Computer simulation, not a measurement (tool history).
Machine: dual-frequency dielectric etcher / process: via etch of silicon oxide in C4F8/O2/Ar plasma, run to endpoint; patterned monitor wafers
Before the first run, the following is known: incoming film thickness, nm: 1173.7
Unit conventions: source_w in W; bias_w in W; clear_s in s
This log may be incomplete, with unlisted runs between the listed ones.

run  hour  source_w  bias_w  clear_s
  1   0.0      1830    1707   265.38
  2   4.5      1830    1819   259.08
  3   9.8      2000    1819   250.93
  4  11.3      1830    1771   262.40
  5  13.3      1700    1744   271.02
  6  15.4      1500    1744   285.04

Expected results for the next run?
  7  19.0      1430    1737        ?

{"run 7": {"clear_s": 289.87}}
